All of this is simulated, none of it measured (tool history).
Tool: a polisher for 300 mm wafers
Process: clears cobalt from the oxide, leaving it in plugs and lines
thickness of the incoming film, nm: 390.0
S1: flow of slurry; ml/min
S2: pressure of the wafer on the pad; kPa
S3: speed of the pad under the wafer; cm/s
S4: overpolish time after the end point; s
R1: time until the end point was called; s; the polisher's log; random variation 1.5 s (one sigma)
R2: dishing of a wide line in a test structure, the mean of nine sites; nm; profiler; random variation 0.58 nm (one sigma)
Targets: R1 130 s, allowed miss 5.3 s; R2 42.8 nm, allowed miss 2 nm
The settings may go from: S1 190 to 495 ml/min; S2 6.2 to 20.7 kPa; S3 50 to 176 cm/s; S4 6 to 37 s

run    day   S1    S2   S3  S4      R1      R2
  1      0  320  13.1  112  19  70.852  48.677
  2  0.125  320  10.3  112  19  88.929  43.999
  3  0.442  320     9  110  21  103.96  42.523
  4  0.579  320  10.3  110  21  90.285  45.818
  5  0.812  320     9  110  22  104.66  43.345
     0.992  -- slurry nozzle cleaned
  6  0.992  320   8.3  110  23  108.31  43.773
  7  1.325  320   7.6  110  24  118.19  42.788
  8  1.529  320   6.2  110  26  143.24  40.188

5 next moves are on the table. One of them brings every result within its allowed miss. Which?
  A  1.733  325   7.6  110  30   ?   ?
  B  1.733  275   6.9  100  28   ?   ?
  C  1.733  310  10.3   74  26   ?   ?
  D  1.733  315   6.2  108  37   ?   ?
  E  1.733  310   6.2  110  22   ?   ?

move      R1      R2
   A   120.4  48.206
   B  146.93  42.655
   C  131.67  43.377
   D  148.55  48.365
   E  146.15  37.371
A: takes the result that was furthest off past its target
B: further off than the last run
C: meets every target
D: further off than the last run
E: further off than the last run
Move C is the one to make.

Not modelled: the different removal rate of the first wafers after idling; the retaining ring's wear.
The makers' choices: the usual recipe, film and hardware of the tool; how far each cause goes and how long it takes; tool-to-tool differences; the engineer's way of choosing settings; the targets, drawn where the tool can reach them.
